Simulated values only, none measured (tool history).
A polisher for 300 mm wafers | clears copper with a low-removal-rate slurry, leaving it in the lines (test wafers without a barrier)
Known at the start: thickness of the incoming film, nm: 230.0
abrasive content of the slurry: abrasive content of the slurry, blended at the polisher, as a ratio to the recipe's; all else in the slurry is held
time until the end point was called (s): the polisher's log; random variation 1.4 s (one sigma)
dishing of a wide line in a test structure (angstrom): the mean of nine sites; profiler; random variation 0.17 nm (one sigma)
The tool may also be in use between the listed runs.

run	day	flow of slurry (ml/min)	pressure of the wafer on the pad (kPa)	speed of the pad under the wafer (m/s)	abrasive content of the slurry	overpolish time after the end point (s)	time until the end point was called (s)	dishing of a wide line in a test structure (angstrom)
1	0	180	17.2	1.14	1	18	76.162	368.99
2	0.308	180	17.2	1.14	1.2	18	72.127	383.16
3	0.362	180	17.2	1.14	1.05	18	74.832	371.65
4	0.7	180	21.4	1.14	1.05	18	59.999	444.7
5	1.021	180	23.4	1.14	1.05	18	54.329	491.89
6	1.304	190	21.4	1.1	1.05	15	64.587	378.07
7	1.521	180	19.3	1.1	1.05	13	67.996	298.18
8	1.833	170	17.2	1.1	1.05	12	77.719	250.6
9	1.988	165	15.9	1.1	1.05	11	86.608	212.18

Run 10 comes next. What will it give?
# day 2.221: head pressure recalibrated
10	2.221	160	15.2	1.1	1.05	11	?	?

time until the end point was called (s): 93.384
dishing of a wide line in a test structure (angstrom): 196.92

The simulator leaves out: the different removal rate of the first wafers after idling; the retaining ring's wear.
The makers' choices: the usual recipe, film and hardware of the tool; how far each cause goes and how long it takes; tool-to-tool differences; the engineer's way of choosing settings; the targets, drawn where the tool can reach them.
